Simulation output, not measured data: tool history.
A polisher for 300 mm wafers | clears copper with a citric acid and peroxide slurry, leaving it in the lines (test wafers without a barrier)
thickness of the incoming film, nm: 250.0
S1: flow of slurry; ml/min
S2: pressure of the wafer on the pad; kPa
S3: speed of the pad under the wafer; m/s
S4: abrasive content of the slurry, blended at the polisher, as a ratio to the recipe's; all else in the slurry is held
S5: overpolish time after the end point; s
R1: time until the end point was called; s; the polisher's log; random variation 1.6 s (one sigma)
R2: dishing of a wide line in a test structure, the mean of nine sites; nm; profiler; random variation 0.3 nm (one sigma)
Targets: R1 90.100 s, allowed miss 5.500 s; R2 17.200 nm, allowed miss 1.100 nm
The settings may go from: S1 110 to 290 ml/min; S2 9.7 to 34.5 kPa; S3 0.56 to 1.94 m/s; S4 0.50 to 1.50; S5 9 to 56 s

Run 1, day 0.000: S1 185 ml/min, S2 22.1 kPa, S3 1.24 m/s, S4 1.00, S5 29 s. Result: R1 77.255 s, R2 55.164 nm.
Run 2, day 0.325: S1 185 ml/min, S2 20.0 kPa, S3 1.28 m/s, S4 1.00, S5 25 s. Result: R1 82.693 s, R2 45.569 nm.
Run 3, day 0.633: S1 140 ml/min, S2 20.0 kPa, S3 1.28 m/s, S4 1.00, S5 25 s. Result: R1 87.770 s, R2 45.226 nm.
Run 4, day 0.708: S1 165 ml/min, S2 17.9 kPa, S3 1.30 m/s, S4 1.00, S5 22 s. Result: R1 95.994 s, R2 37.878 nm.
Run 5, day 0.971: S1 185 ml/min, S2 16.5 kPa, S3 1.36 m/s, S4 1.00, S5 20 s. Result: R1 93.417 s, R2 34.393 nm.
Run 6, day 0.996: S1 205 ml/min, S2 15.2 kPa, S3 1.42 m/s, S4 0.90, S5 18 s. Result: R1 103.020 s, R2 29.574 nm.
Run 7, day 1.162: S1 220 ml/min, S2 14.5 kPa, S3 1.50 m/s, S4 0.90, S5 16 s. Result: R1 100.470 s, R2 26.565 nm.
Run 8, day 1.496: S1 230 ml/min, S2 13.8 kPa, S3 1.58 m/s, S4 0.90, S5 15 s. Result: R1 99.072 s, R2 25.099 nm.
Run 9, day 1.583: S1 240 ml/min, S2 13.1 kPa, S3 1.64 m/s, S4 0.90, S5 14 s. Result: R1 99.825 s, R2 22.966 nm.
Run 10, day 1.746: S1 240 ml/min, S2 13.1 kPa, S3 1.64 m/s, S4 0.90, S5 14 s. Result: R1 98.298 s, R2 23.889 nm.

Which of these 4 next moves meets every target?
Run A, day 1.908: S1 245 ml/min, S2 16.5 kPa, S3 1.52 m/s, S4 0.75, S5 9 s. Result: R1 ?, R2 ?.
Run B, day 1.908: S1 290 ml/min, S2 9.7 kPa, S3 1.94 m/s, S4 0.90, S5 9 s. Result: R1 ?, R2 ?.
Run C, day 1.908: S1 280 ml/min, S2 11.7 kPa, S3 1.66 m/s, S4 0.85, S5 9 s. Result: R1 ?, R2 ?.
Run D, day 1.908: S1 195 ml/min, S2 14.5 kPa, S3 1.50 m/s, S4 0.90, S5 9 s. Result: R1 ?, R2 ?.

move       R1      R2
   A   86.578  17.688
   B  109.290  14.008
   C  107.040  14.367
   D   98.686  15.594
A: meets every target
B: takes the result that was furthest off past its target
C: takes the result that was furthest off past its target
D: takes the result that was furthest off past its target
Move A is the one to make.
